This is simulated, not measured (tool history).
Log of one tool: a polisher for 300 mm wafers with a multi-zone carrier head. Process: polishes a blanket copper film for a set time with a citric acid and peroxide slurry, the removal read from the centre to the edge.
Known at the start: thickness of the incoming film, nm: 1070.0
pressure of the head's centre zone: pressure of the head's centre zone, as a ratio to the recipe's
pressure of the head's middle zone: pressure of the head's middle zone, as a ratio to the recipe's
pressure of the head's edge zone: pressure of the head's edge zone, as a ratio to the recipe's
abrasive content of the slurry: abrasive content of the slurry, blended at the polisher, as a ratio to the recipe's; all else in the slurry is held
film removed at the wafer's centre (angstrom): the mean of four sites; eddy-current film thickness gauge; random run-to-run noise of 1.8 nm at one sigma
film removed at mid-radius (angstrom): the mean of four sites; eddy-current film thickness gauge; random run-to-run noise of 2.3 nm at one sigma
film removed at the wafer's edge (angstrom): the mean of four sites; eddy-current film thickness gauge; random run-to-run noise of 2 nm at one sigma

run	hour	flow of slurry (ml/min)	pressure of the head's centre zone	pressure of the head's middle zone	pressure of the head's edge zone	abrasive content of the slurry	polishing time (s)	film removed at the wafer's centre (angstrom)	film removed at mid-radius (angstrom)	film removed at the wafer's edge (angstrom)
1	0	230	1	1	1	1	42	1709.9	1731.3	1646
2	3.3	235	1	1	1.04	1.1	42	1751.4	1761	1725.5
3	6.9	245	1	1.01	1.07	1.2	42	1787.1	1824.6	1800.5
4	13.6	245	0.94	1.01	1.07	1.2	42	1666.8	1843.2	1772.9
5	16.3	245	0.94	1.01	1.07	1.2	52	2083.5	2249	2208.2
6	23.8	245	0.94	1.01	1.14	1.2	52	2086.1	2255.5	2266.2
7	31.6	235	0.94	0.99	1.12	1.15	52	2045.7	2224.9	2241.7
8	34.8	235	0.95	0.97	1.1	1.1	52	2020.5	2158.4	2250.5
9	42.1	230	0.96	0.97	1.08	1.05	52	2040.1	2087.6	2156.4
10	45.4	225	0.96	0.97	1.07	1.05	52	2036.5	2113.8	2144
11	46.6	225	0.96	0.97	1.07	1.05	52	2090.4	2081.4	2169.9

The next listed run, before its measurement:
12	51.3	220	0.95	0.97	1.06	1.05	52	?	?	?

Run 12 produced film removed at the wafer's centre (angstrom) 2026.3, film removed at mid-radius (angstrom) 2109.9, film removed at the wafer's edge (angstrom) 2153.8.
